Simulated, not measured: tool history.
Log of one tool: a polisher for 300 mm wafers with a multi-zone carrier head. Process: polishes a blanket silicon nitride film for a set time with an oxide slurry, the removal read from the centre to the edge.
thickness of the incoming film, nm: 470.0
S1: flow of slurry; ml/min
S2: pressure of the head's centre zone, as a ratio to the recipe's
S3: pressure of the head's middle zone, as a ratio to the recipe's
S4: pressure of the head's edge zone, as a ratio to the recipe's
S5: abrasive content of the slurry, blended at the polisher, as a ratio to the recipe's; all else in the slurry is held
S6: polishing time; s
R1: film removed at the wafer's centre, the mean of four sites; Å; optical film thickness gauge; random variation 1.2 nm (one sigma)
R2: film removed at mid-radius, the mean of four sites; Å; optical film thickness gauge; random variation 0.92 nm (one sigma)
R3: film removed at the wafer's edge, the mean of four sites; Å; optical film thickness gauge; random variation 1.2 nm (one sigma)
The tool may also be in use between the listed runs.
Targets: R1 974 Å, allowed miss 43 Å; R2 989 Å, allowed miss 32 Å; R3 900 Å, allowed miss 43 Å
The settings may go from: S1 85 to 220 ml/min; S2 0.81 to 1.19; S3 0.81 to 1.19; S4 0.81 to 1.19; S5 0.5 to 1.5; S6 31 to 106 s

Run 1, hour 0: S1 140 ml/min, S2 1, S3 1, S4 1, S5 1, S6 68 s. Result: R1 694.11 Å, R2 711.19 Å, R3 709.37 Å.
Run 2, hour 3.3: S1 150 ml/min, S2 1.03, S3 1.03, S4 1.02, S5 1.05, S6 68 s. Result: R1 743.34 Å, R2 739.1 Å, R3 746.61 Å.
Run 3, hour 9.9: S1 120 ml/min, S2 1.03, S3 1.03, S4 1.02, S5 1.05, S6 68 s. Result: R1 704.73 Å, R2 726.59 Å, R3 723.3 Å.
Run 4, hour 10.9: S1 130 ml/min, S2 1.05, S3 1.07, S4 1.01, S5 1.15, S6 68 s. Result: R1 744.88 Å, R2 763.77 Å, R3 743.69 Å.
Run 5, hour 19.8: S1 105 ml/min, S2 1.05, S3 1.07, S4 1.01, S5 1.15, S6 68 s. Result: R1 713.04 Å, R2 745.22 Å, R3 700.27 Å.
Run 6, hour 26.2: S1 85 ml/min, S2 1.05, S3 1.07, S4 1.01, S5 1.15, S6 68 s. Result: R1 684.24 Å, R2 723.83 Å, R3 700.04 Å.
Run 7, hour 28.2: S1 110 ml/min, S2 1.07, S3 1.1, S4 1.03, S5 1.25, S6 68 s. Result: R1 751.17 Å, R2 799.33 Å, R3 746.51 Å.
Run 8, hour 36.7: S1 130 ml/min, S2 1.09, S3 1.12, S4 1.05, S5 1.3, S6 68 s. Result: R1 804.87 Å, R2 836.98 Å, R3 777.84 Å.
Run 9, hour 39.1: S1 145 ml/min, S2 1.1, S3 1.13, S4 1.06, S5 1.35, S6 68 s. Result: R1 809.41 Å, R2 869.04 Å, R3 816.93 Å.
Run 10, hour 39.8: S1 155 ml/min, S2 1.12, S3 1.14, S4 1.05, S5 1.4, S6 68 s. Result: R1 860.17 Å, R2 894.3 Å, R3 823.05 Å.
Run 11, hour 47.6: S1 155 ml/min, S2 1.12, S3 1.14, S4 1.05, S5 1.4, S6 68 s. Result: R1 857.08 Å, R2 893.37 Å, R3 810.33 Å.
Run 12, hour 55: S1 160 ml/min, S2 1.13, S3 1.15, S4 1.06, S5 1.45, S6 69 s. Result: R1 887.83 Å, R2 911.57 Å, R3 865.47 Å.
Run 13, hour 57.1: S1 165 ml/min, S2 1.14, S3 1.16, S4 1.05, S5 1.45, S6 69 s. Result: R1 924.12 Å, R2 947.42 Å, R3 846.7 Å.
Run 14, hour 59.3: S1 170 ml/min, S2 1.14, S3 1.16, S4 1.06, S5 1.45, S6 69 s. Result: R1 913.01 Å, R2 939.59 Å, R3 858.9 Å.
Run 15, hour 65: S1 175 ml/min, S2 1.15, S3 1.16, S4 1.06, S5 1.45, S6 69 s. Result: R1 891.32 Å, R2 946.48 Å, R3 852.48 Å.
Run 16, hour 70.4: S1 175 ml/min, S2 1.15, S3 1.16, S4 1.06, S5 1.45, S6 70 s. Result: R1 924.02 Å, R2 956.08 Å, R3 872.07 Å.
Run 17, hour 77.5: S1 175 ml/min, S2 1.16, S3 1.16, S4 1.06, S5 1.45, S6 70 s. Result: R1 943.93 Å, R2 968.68 Å, R3 881.1 Å.

5 next moves are on the table. One of them brings every result within its allowed miss. Which?
Run A, hour 84.6: S1 175 ml/min, S2 1.13, S3 1.06, S4 1.19, S5 1.5, S6 71 s. Result: R1 ?, R2 ?, R3 ?.
Run B, hour 84.6: S1 180 ml/min, S2 1.07, S3 1.1, S4 1.18, S5 1.35, S6 72 s. Result: R1 ?, R2 ?, R3 ?.
Run C, hour 84.6: S1 175 ml/min, S2 1.04, S3 1.17, S4 1.1, S5 1.45, S6 73 s. Result: R1 ?, R2 ?, R3 ?.
Run D, hour 84.6: S1 145 ml/min, S2 1.19, S3 1.07, S4 1.07, S5 1.5, S6 73 s. Result: R1 ?, R2 ?, R3 ?.
Run E, hour 84.6: S1 195 ml/min, S2 1.13, S3 1.12, S4 0.99, S5 1.5, S6 72 s. Result: R1 ?, R2 ?, R3 ?.

move      R1      R2      R3
   A  931.33  936.35  919.64
   B  888.46   949.4  899.98
   C  903.36  1031.6  900.04
   D  956.97  943.09   881.4
   E  960.55  1007.4  865.55
A: brings the result that was furthest off to its target, and leaves another outside
B: further off than the last run
C: further off than the last run
D: brings the result that was furthest off to its target, and leaves another outside
E: meets every target
The right move is E.
